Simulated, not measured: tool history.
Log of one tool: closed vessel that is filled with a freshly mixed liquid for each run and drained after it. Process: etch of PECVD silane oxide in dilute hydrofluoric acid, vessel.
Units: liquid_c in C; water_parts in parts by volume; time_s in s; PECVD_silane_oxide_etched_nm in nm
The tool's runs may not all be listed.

run  hour  liquid_c  water_parts  time_s  PECVD_silane_oxide_etched_nm
  1   0.0      22.0          230     180                        16.630
  2   6.2      25.0          230     180                        18.170
  3  13.8      23.5          245     180                        16.037
  4  14.9      23.5          245     180                        15.875
  5  20.2      23.5          245     190                        16.689
  6  24.0      21.5          245     190                        15.698
  7  31.4      20.5          255     190                        14.460
  8  32.5      20.0          260     190                        13.579
  9  38.2      19.5          265     190                        13.388

The next listed run, before its measurement:
 10  42.0      19.0          270     190                             ?

Run 10 gave PECVD_silane_oxide_etched_nm 12.866 nm.
